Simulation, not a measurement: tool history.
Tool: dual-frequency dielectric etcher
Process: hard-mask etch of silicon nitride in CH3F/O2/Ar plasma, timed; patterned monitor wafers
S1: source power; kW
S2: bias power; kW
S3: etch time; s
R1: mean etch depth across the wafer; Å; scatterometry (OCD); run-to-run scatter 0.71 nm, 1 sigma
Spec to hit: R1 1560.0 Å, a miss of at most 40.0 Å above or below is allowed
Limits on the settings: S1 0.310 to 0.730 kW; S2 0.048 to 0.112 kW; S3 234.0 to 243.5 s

run,hour,S1,S2,S3,R1
1,0.0,0.520,0.080,234.0,1837.4
2,3.5,0.520,0.080,234.0,1827.6
3,10.5,0.480,0.078,234.0,1746.1
4,16.6,0.480,0.078,243.5,1818.0
5,18.1,0.450,0.077,243.5,1749.4
6,24.3,0.430,0.076,243.5,1701.3
7,30.7,0.410,0.076,243.5,1658.9
8,38.3,0.400,0.076,243.5,1639.2
9,44.5,0.390,0.076,243.5,1616.5

Next run, 5 choices. One meets every target within its allowed miss, the rest don't. Which?
A,50.7,0.380,0.080,234.0,?
B,50.7,0.360,0.075,234.0,?
C,50.7,0.420,0.075,243.5,?
D,50.7,0.470,0.072,234.0,?
E,50.7,0.450,0.077,234.0,?

move,R1
A,1553.8
B,1474.5
C,1674.9
D,1688.1
E,1684.8
A: each result inside its tolerance
B: takes the biggest miss from the last run beyond its target
C: misses by more than the last run did
D: misses by more than the last run did
E: misses by more than the last run did
A is the move that brings every result within its allowed miss.
